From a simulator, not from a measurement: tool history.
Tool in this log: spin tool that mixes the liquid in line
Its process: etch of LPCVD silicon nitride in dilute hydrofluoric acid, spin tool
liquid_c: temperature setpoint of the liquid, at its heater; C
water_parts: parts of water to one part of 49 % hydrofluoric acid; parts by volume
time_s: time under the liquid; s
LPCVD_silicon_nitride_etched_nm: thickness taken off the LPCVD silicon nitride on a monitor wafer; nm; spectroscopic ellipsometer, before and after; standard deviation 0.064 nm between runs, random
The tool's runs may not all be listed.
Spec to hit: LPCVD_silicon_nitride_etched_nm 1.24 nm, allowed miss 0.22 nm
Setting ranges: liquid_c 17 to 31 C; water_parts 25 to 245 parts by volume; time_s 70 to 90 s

| run | hour | liquid_c | water_parts | time_s | LPCVD_silicon_nitride_etched_nm |
|---|---|---|---|---|---|
| 1 | 0 | 23 | 135 | 90 | 0.31498 |
| 2 | 2.3 | 25 | 110 | 90 | 0.4229 |
| 3 | 6.9 | 25 | 125 | 90 | 0.36732 |
| 4 | 13 | 23.5 | 125 | 90 | 0.32931 |
| 5 | 13.7 | 23.5 | 125 | 90 | 0.33907 |
| 6 | 21.9 | 23.5 | 100 | 90 | 0.44701 |
| 7 | 28.2 | 25 | 85 | 90 | 0.55523 |
| 8 | 31.7 | 26 | 70 | 90 | 0.69657 |
| 9 | 32.4 | 26.5 | 60 | 90 | 0.79194 |

Consider the 4 candidate settings below. Which is the only one whose results all fall within their allowed miss of target?
| A | 33.1 | 28 | 45 | 90 | ? |
| B | 33.1 | 25.5 | 25 | 90 | ? |
| C | 33.1 | 20.5 | 65 | 90 | ? |
| D | 33.1 | 25 | 70 | 80 | ? |

| move | LPCVD_silicon_nitride_etched_nm |
|---|---|
| A | 1.2169 |
| B | 1.825 |
| C | 0.5127 |
| D | 0.57427 |
A: each result inside its tolerance
B: pushes the last run's worst result past its target
C: its largest miss is bigger than the last run's
D: its largest miss is bigger than the last run's
The right move is A.
